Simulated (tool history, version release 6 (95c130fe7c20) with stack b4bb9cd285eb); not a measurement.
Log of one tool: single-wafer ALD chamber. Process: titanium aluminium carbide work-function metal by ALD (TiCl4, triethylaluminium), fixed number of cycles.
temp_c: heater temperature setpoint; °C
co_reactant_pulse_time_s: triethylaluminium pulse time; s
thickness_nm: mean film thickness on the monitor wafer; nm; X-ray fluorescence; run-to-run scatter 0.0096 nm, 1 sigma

{"run": 1, "day": 0.0, "temp_c": 305, "co_reactant_pulse_time_s": 10.29, "thickness_nm": 1.9916}
{"run": 2, "day": 0.354, "temp_c": 305, "co_reactant_pulse_time_s": 7.52, "thickness_nm": 1.8857}
{"run": 3, "day": 0.667, "temp_c": 311, "co_reactant_pulse_time_s": 7.52, "thickness_nm": 1.9257}
{"run": 4, "day": 0.883, "temp_c": 318, "co_reactant_pulse_time_s": 7.52, "thickness_nm": 1.9799}
{"run": 5, "day": 0.917, "temp_c": 328, "co_reactant_pulse_time_s": 7.52, "thickness_nm": 2.0639}
{"run": 6, "day": 1.15, "temp_c": 323, "co_reactant_pulse_time_s": 6.68, "thickness_nm": 1.9268}
{"run": 7, "day": 1.283, "temp_c": 321, "co_reactant_pulse_time_s": 6.25, "thickness_nm": 1.8721}
{"run": 8, "day": 1.512, "temp_c": 312, "co_reactant_pulse_time_s": 5.04, "thickness_nm": 1.6375}
{"run": 9, "day": 1.767, "temp_c": 314, "co_reactant_pulse_time_s": 5.14, "thickness_nm": 1.6679}

For run 10, what comes out?
{"run": 10, "day": 2.067, "temp_c": 315, "co_reactant_pulse_time_s": 5.22, "thickness_nm": "?"}

Run 10 yielded thickness_nm 1.6858 nm.
